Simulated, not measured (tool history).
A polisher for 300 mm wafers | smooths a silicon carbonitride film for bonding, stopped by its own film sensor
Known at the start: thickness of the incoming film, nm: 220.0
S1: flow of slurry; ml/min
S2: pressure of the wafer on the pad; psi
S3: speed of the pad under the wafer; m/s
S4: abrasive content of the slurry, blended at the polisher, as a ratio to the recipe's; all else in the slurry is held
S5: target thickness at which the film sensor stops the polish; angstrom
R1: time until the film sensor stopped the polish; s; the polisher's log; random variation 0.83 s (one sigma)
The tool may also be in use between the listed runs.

{"run": 1, "hour": 0.0, "S1": 180, "S2": 1.5, "S3": 0.92, "S4": 1, "S5": 2050, "R1": 67.461}
{"run": 2, "hour": 6.2, "S1": 215, "S2": 1.5, "S3": 0.92, "S4": 1, "S5": 2050, "R1": 66.476}
{"run": 3, "hour": 9.3, "S1": 215, "S2": 1.5, "S3": 0.78, "S4": 1, "S5": 2050, "R1": 74.96}
{"run": 4, "hour": 17.2, "S1": 215, "S2": 1.5, "S3": 0.88, "S4": 1, "S5": 2050, "R1": 68.17}
{"run": 5, "hour": 20.3, "S1": 215, "S2": 1.5, "S3": 0.88, "S4": 1, "S5": 2050, "R1": 68.704}
{"run": 6, "hour": 22.8, "S1": 215, "S2": 1.4, "S3": 0.88, "S4": 1, "S5": 2050, "R1": 71.559}
{"run": 7, "hour": 29.0, "S1": 210, "S2": 1.3, "S3": 0.88, "S4": 1, "S5": 2050, "R1": 75.896}
{"run": 8, "hour": 34.9, "S1": 205, "S2": 1.2, "S3": 0.88, "S4": 1, "S5": 2050, "R1": 78.909}
{"hour": 37.8, "done": "head pressure recalibrated"}
{"run": 9, "hour": 37.8, "S1": 205, "S2": 1.1, "S3": 0.88, "S4": 1, "S5": 2050, "R1": 86.761}
{"run": 10, "hour": 46.0, "S1": 200, "S2": 1, "S3": 0.88, "S4": 1, "S5": 2050, "R1": 91.574}
{"run": 11, "hour": 48.1, "S1": 195, "S2": 1, "S3": 0.88, "S4": 1, "S5": 2050, "R1": 92.284}
{"run": 12, "hour": 53.6, "S1": 190, "S2": 1, "S3": 0.88, "S4": 1, "S5": 2050, "R1": 92.735}

Forecast run 13:
{"run": 13, "hour": 54.7, "S1": 185, "S2": 1, "S3": 0.88, "S4": 1, "S5": 2050, "R1": "?"}

Run 13 gave R1 91.577 s.
